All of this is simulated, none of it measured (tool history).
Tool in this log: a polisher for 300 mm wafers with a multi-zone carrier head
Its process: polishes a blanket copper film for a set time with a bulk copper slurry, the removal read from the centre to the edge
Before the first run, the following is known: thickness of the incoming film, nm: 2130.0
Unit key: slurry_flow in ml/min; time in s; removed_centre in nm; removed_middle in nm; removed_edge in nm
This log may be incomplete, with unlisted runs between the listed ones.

| run | hour | slurry_flow | centre_zone | middle_zone | edge_zone | slurry_solids | time | removed_centre | removed_middle | removed_edge |
|---|---|---|---|---|---|---|---|---|---|---|
| 1 | 0 | 135 | 1 | 1 | 1 | 1 | 71 | 886.24 | 916.35 | 873.79 |
| 2 | 5.7 | 125 | 0.97 | 0.95 | 0.98 | 0.85 | 67 | 778.47 | 784.06 | 804.64 |
| 3 | 7.4 | 125 | 1.04 | 0.95 | 0.98 | 0.85 | 67 | 826.83 | 783.36 | 806.73 |
| 4 | 12.9 | 120 | 1.01 | 0.94 | 0.95 | 0.75 | 63 | 741.39 | 693.92 | 725.06 |
| 5 | 14.1 | 120 | 1.01 | 1.01 | 0.95 | 0.75 | 63 | 731.35 | 749.42 | 720.71 |
| 6 | 15.6 | 120 | 1.01 | 1.01 | 0.95 | 0.75 | 81 | 954.25 | 982.62 | 925.38 |

Run 7 comes next. What will it give?
| 7 | 23.4 | 110 | 0.98 | 0.98 | 0.93 | 0.65 | 74 | ? | ? | ? |

{"run 7": {"removed_centre": 808.1, "removed_middle": 832.72, "removed_edge": 812.89}}
